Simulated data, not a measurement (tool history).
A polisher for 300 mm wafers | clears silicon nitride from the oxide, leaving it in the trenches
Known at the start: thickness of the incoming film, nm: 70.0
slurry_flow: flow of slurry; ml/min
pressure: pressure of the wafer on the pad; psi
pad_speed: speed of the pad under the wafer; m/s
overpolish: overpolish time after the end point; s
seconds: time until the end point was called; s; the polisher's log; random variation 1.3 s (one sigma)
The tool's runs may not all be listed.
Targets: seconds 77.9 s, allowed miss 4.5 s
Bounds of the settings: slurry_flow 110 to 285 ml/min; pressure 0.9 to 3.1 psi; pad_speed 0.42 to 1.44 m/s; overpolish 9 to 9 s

run	hour	slurry_flow	pressure	pad_speed	overpolish	seconds
1	0	180	2	0.92	9	107.83
2	3.8	180	2	0.84	9	117.86
3	7.2	180	2	0.84	9	120.25
4	9.7	180	2.3	0.84	9	105.44
5	15.9	180	2.4	0.84	9	102.37
6	21.1	180	2.4	0.62	9	131.1
7	23.8	180	2.5	0.64	9	121.33
8	30.4	185	3.1	0.78	9	83.477

Which of these 5 next moves meets every target?
A	37	225	2.8	0.82	9	?
B	37	150	2.9	0.82	9	?
C	37	185	3.1	0.84	9	?
D	37	175	3	0.76	9	?
E	37	200	2.9	0.8	9	?

move	seconds
A	83.856
B	85.626
C	76.157
D	86.407
E	83.953
A: further off than the last run
B: further off than the last run
C: meets every target
D: further off than the last run
E: further off than the last run
Answer: C
